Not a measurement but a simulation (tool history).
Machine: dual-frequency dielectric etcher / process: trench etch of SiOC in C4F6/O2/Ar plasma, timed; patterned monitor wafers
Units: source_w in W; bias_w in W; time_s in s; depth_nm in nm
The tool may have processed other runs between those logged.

run	hour	source_w	bias_w	time_s	depth_nm
1	0.0	310	179	20.5	38.633
2	2.3	310	179	20.5	38.840
3	9.8	290	178	20.5	37.593
4	11.9	290	209	20.5	40.197
5	17.6	260	207	20.5	37.890
6	20.6	260	195	20.5	36.906
7	29.0	260	195	20.5	36.873
8	30.1	210	192	20.5	32.220

Run 9 is up next; what results do you expect?
9	33.8	250	193	20.5	?

Run 9 came out at depth_nm 35.664 nm.

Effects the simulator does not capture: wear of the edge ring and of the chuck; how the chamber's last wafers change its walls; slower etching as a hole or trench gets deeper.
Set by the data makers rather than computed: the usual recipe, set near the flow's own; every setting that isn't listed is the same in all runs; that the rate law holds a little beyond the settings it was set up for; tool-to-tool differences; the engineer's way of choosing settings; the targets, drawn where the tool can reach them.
